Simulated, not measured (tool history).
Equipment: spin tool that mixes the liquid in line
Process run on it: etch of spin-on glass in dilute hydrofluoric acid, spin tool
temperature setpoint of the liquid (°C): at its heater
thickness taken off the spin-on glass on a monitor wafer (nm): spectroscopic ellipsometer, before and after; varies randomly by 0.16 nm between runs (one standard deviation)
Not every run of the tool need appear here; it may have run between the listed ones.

run  hour  temperature setpoint of the liquid (°C)  parts of water to one part of 49 % hydrofluoric acid (parts by volume)  time under the liquid (s)  thickness taken off the spin-on glass on a monitor wafer (nm)
  1     0                                       22                                                                      85                         40                                                         8.7189
  2     3                                       22                                                                      85                         30                                                         6.5825
  3     9                                     23.5                                                                      75                         30                                                         7.9375
  4  16.5                                     23.5                                                                      50                         30                                                         12.471
  5  21.5                                     24.5                                                                      45                         30                                                         14.539
  6  24.8                                     24.5                                                                      45                         40                                                         19.306
  7  28.8                                       24                                                                      45                         40                                                          18.65
  8  32.4                                     23.5                                                                      45                         40                                                         18.489
  9  40.7                                       23                                                                      45                         40                                                         18.237
 10  42.6                                     22.5                                                                      45                         40                                                         17.685
       49  -- hydrofluoric acid flow meter replaced
 11    49                                       22                                                                      45                         40                                                         19.844
 12  55.7                                       22                                                                      45                         40                                                         20.019
 13  57.6                                       23                                                                      45                         40                                                         20.648

Run 14, settings as shown, results not yet in. Your forecast:
 14  63.6                                       24                                                                      45                         40                                                              ?

{"run 14": {"thickness taken off the spin-on glass on a monitor wafer (nm)": 21.183}}
